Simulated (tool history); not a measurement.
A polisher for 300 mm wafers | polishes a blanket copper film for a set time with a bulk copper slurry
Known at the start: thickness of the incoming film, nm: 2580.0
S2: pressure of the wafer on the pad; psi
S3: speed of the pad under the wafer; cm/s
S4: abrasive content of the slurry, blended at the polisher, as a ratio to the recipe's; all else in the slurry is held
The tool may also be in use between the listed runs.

Run 1, hour 0.0: flow of slurry (ml/min) 250, S2 1.7 psi, S3 88 cm/s, S4 1.0, polishing time (s) 117. Result: film removed (angstrom) 4963.9.
Run 2, hour 8.8: flow of slurry (ml/min) 195, S2 1.7 psi, S3 88 cm/s, S4 1.0, polishing time (s) 117. Result: film removed (angstrom) 4772.3.
Run 3, hour 13.6: flow of slurry (ml/min) 205, S2 1.8 psi, S3 88 cm/s, S4 1.0, polishing time (s) 117. Result: film removed (angstrom) 5180.3.
Run 4, hour 20.3: flow of slurry (ml/min) 205, S2 1.8 psi, S3 70 cm/s, S4 1.0, polishing time (s) 117. Result: film removed (angstrom) 4063.2.
Run 5, hour 28.9: flow of slurry (ml/min) 205, S2 1.4 psi, S3 70 cm/s, S4 1.0, polishing time (s) 117. Result: film removed (angstrom) 3213.3.
Run 6, hour 30.4: flow of slurry (ml/min) 210, S2 1.6 psi, S3 70 cm/s, S4 1.0, polishing time (s) 117. Result: film removed (angstrom) 3632.2.

Forecast run 7:
Run 7, hour 38.7: flow of slurry (ml/min) 215, S2 1.7 psi, S3 70 cm/s, S4 1.0, polishing time (s) 117. Result: film removed (angstrom) ?.

film removed (angstrom): 3900.3

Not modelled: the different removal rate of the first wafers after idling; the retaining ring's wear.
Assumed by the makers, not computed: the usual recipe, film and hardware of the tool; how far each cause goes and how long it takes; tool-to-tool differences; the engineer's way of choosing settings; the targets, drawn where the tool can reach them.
